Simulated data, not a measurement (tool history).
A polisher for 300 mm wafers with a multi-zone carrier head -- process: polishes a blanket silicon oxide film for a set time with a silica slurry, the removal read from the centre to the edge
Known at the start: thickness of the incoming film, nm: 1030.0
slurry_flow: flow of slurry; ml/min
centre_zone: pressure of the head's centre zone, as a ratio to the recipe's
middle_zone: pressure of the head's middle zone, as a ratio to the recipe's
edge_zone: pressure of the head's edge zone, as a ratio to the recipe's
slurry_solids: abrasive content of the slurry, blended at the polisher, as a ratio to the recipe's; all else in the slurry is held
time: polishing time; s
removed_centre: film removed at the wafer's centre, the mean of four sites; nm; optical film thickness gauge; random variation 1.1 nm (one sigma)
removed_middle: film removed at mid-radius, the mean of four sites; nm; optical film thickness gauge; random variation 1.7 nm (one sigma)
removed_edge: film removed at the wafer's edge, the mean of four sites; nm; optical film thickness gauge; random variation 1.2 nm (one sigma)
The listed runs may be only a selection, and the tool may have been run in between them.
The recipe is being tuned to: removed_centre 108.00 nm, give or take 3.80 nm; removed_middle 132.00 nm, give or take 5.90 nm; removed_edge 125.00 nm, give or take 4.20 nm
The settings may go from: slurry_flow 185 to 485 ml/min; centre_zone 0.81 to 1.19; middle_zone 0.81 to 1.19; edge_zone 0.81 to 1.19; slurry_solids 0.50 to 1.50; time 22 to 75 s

Run 1, day 0.000: slurry_flow 310 ml/min, centre_zone 1.00, middle_zone 1.00, edge_zone 1.00, slurry_solids 1.00, time 48 s. Result: removed_centre 214.90 nm, removed_middle 215.59 nm, removed_edge 215.10 nm.
Run 2, day 0.117: slurry_flow 310 ml/min, centre_zone 1.00, middle_zone 1.00, edge_zone 1.05, slurry_solids 1.00, time 48 s. Result: removed_centre 211.71 nm, removed_middle 218.80 nm, removed_edge 217.95 nm.
Run 3, day 0.471: slurry_flow 305 ml/min, centre_zone 0.95, middle_zone 1.01, edge_zone 1.03, slurry_solids 0.85, time 43 s. Result: removed_centre 165.72 nm, removed_middle 178.40 nm, removed_edge 181.46 nm.
Run 4, day 0.617: slurry_flow 305 ml/min, centre_zone 0.95, middle_zone 1.01, edge_zone 1.07, slurry_solids 0.85, time 43 s. Result: removed_centre 166.54 nm, removed_middle 179.15 nm, removed_edge 184.08 nm.
Run 5, day 0.754: slurry_flow 305 ml/min, centre_zone 0.92, middle_zone 1.04, edge_zone 1.03, slurry_solids 0.75, time 40 s. Result: removed_centre 144.75 nm, removed_middle 157.14 nm, removed_edge 160.74 nm.
Run 6, day 0.842: slurry_flow 300 ml/min, centre_zone 0.88, middle_zone 1.09, edge_zone 1.00, slurry_solids 0.65, time 39 s. Result: removed_centre 121.76 nm, removed_middle 152.62 nm, removed_edge 143.04 nm.
Run 7, day 0.904: slurry_flow 295 ml/min, centre_zone 0.87, middle_zone 1.07, edge_zone 0.96, slurry_solids 0.60, time 39 s. Result: removed_centre 118.18 nm, removed_middle 141.52 nm, removed_edge 134.04 nm.
Run 8, day 1.012: slurry_flow 285 ml/min, centre_zone 0.85, middle_zone 1.06, edge_zone 0.94, slurry_solids 0.60, time 39 s. Result: removed_centre 113.98 nm, removed_middle 142.67 nm, removed_edge 133.77 nm.
Run 9, day 1.238: slurry_flow 285 ml/min, centre_zone 0.86, middle_zone 1.02, edge_zone 0.90, slurry_solids 0.50, time 38 s. Result: removed_centre 102.70 nm, removed_middle 125.59 nm, removed_edge 116.56 nm.
Run 10, day 1.308: slurry_flow 290 ml/min, centre_zone 0.86, middle_zone 1.03, edge_zone 0.92, slurry_solids 0.50, time 38 s. Result: removed_centre 104.83 nm, removed_middle 123.75 nm, removed_edge 117.57 nm.
Run 11, day 1.658: slurry_flow 300 ml/min, centre_zone 0.82, middle_zone 1.08, edge_zone 0.96, slurry_solids 0.60, time 38 s. Result: removed_centre 106.71 nm, removed_middle 142.09 nm, removed_edge 130.79 nm.
Run 12, day 2.004: slurry_flow 300 ml/min, centre_zone 0.83, middle_zone 1.06, edge_zone 0.95, slurry_solids 0.60, time 38 s. Result: removed_centre 106.74 nm, removed_middle 141.29 nm, removed_edge 131.81 nm.
Run 13, day 2.354: slurry_flow 295 ml/min, centre_zone 0.91, middle_zone 1.01, edge_zone 0.89, slurry_solids 0.50, time 38 s. Result: removed_centre 108.32 nm, removed_middle 122.48 nm, removed_edge 114.51 nm.

Which single option among these 5 for the next run brings every result within its allowed miss of target? Just one does.
Run A, day 2.704: slurry_flow 275 ml/min, centre_zone 0.96, middle_zone 1.04, edge_zone 0.84, slurry_solids 0.50, time 37 s. Result: removed_centre ?, removed_middle ?, removed_edge ?.
Run B, day 2.704: slurry_flow 380 ml/min, centre_zone 0.82, middle_zone 0.99, edge_zone 0.88, slurry_solids 0.50, time 41 s. Result: removed_centre ?, removed_middle ?, removed_edge ?.
Run C, day 2.704: slurry_flow 190 ml/min, centre_zone 0.85, middle_zone 0.95, edge_zone 0.88, slurry_solids 0.50, time 42 s. Result: removed_centre ?, removed_middle ?, removed_edge ?.
Run D, day 2.704: slurry_flow 275 ml/min, centre_zone 0.92, middle_zone 0.94, edge_zone 0.95, slurry_solids 0.50, time 38 s. Result: removed_centre ?, removed_middle ?, removed_edge ?.
Run E, day 2.704: slurry_flow 300 ml/min, centre_zone 0.91, middle_zone 1.19, edge_zone 0.81, slurry_solids 0.50, time 37 s. Result: removed_centre ?, removed_middle ?, removed_edge ?.

move  removed_centre  removed_middle  removed_edge
   A          109.11          119.38        107.84
   B          107.34          131.13        125.18
   C          103.20          118.76        120.00
   D          107.41          112.60        117.33
   E          104.79          135.38        106.73
A: misses by more than the last run did
B: in spec on every target
C: nearer the targets than the last run, but a result is still out of spec
D: misses by more than the last run did
E: misses by more than the last run did
B is the move that brings every result within its allowed miss.

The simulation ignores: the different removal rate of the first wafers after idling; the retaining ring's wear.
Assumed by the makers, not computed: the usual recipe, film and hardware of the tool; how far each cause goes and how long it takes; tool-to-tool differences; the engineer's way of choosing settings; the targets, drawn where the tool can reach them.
